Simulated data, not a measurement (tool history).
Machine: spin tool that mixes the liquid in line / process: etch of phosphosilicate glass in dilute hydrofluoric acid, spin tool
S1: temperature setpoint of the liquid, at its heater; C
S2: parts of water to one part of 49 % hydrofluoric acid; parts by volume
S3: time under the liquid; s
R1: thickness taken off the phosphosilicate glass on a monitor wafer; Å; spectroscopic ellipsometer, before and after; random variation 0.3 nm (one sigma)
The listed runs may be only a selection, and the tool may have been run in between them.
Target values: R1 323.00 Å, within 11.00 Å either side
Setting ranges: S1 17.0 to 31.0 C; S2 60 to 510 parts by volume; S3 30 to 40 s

Run 1, hour 0.0: S1 23.0 C, S2 285 parts by volume, S3 40 s. Result: R1 185.09 Å.
Run 2, hour 1.5: S1 24.0 C, S2 275 parts by volume, S3 40 s. Result: R1 199.63 Å.
Run 3, hour 2.8: S1 24.5 C, S2 270 parts by volume, S3 40 s. Result: R1 210.45 Å.
Run 4, hour 7.4: S1 28.0 C, S2 270 parts by volume, S3 40 s. Result: R1 237.07 Å.
At hour 13.7: thermometer replaced.
Run 5, hour 13.7: S1 31.0 C, S2 270 parts by volume, S3 40 s. Result: R1 240.07 Å.
Run 6, hour 16.9: S1 31.0 C, S2 260 parts by volume, S3 40 s. Result: R1 253.54 Å.
Run 7, hour 21.6: S1 31.0 C, S2 255 parts by volume, S3 40 s. Result: R1 258.08 Å.
Run 8, hour 24.8: S1 31.0 C, S2 250 parts by volume, S3 40 s. Result: R1 264.44 Å.
Run 9, hour 26.1: S1 31.0 C, S2 195 parts by volume, S3 40 s. Result: R1 362.02 Å.
Run 10, hour 29.2: S1 30.5 C, S2 195 parts by volume, S3 40 s. Result: R1 358.67 Å.
Run 11, hour 31.1: S1 30.5 C, S2 195 parts by volume, S3 40 s. Result: R1 353.52 Å.
Run 12, hour 31.7: S1 30.0 C, S2 195 parts by volume, S3 40 s. Result: R1 348.96 Å.
Run 13, hour 36.4: S1 29.5 C, S2 195 parts by volume, S3 40 s. Result: R1 347.45 Å.

Which one of the following 5 next-run settings gets every result inside its allowed miss? There is exactly one.
Run A, hour 41.1: S1 24.5 C, S2 185 parts by volume, S3 40 s. Result: R1 ?.
Run B, hour 41.1: S1 30.0 C, S2 220 parts by volume, S3 40 s. Result: R1 ?.
Run C, hour 41.1: S1 29.0 C, S2 215 parts by volume, S3 40 s. Result: R1 ?.
Run D, hour 41.1: S1 31.0 C, S2 215 parts by volume, S3 40 s. Result: R1 ?.
Run E, hour 41.1: S1 31.0 C, S2 205 parts by volume, S3 35 s. Result: R1 ?.

move      R1
   A  310.24
   B  304.74
   C  303.11
   D  324.55
   E  301.55
A: the result that was furthest off in the last run now lies on the other side of its target
B: the result that was furthest off in the last run now lies on the other side of its target
C: the result that was furthest off in the last run now lies on the other side of its target
D: in spec on every target
E: the result that was furthest off in the last run now lies on the other side of its target
The right move is D.
